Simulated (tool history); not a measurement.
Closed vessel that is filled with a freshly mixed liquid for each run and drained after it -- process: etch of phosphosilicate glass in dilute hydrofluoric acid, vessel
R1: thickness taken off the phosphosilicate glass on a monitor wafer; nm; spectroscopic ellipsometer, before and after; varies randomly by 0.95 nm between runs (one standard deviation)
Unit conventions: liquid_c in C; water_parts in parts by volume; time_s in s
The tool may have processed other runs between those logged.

{"run": 1, "hour": 0.0, "liquid_c": 22.0, "water_parts": 85, "time_s": 90, "R1": 77.512}
{"run": 2, "hour": 1.6, "liquid_c": 23.5, "water_parts": 85, "time_s": 90, "R1": 83.589}
{"run": 3, "hour": 2.9, "liquid_c": 23.5, "water_parts": 85, "time_s": 100, "R1": 91.851}
{"run": 4, "hour": 4.6, "liquid_c": 20.0, "water_parts": 85, "time_s": 100, "R1": 80.344}
{"run": 5, "hour": 7.0, "liquid_c": 20.0, "water_parts": 85, "time_s": 90, "R1": 71.852}
{"run": 6, "hour": 9.9, "liquid_c": 20.0, "water_parts": 85, "time_s": 90, "R1": 71.81}

What will run 7 give?
{"run": 7, "hour": 16.9, "liquid_c": 22.0, "water_parts": 85, "time_s": 90, "R1": "?"}

Run 7 measured R1 77.286 nm.

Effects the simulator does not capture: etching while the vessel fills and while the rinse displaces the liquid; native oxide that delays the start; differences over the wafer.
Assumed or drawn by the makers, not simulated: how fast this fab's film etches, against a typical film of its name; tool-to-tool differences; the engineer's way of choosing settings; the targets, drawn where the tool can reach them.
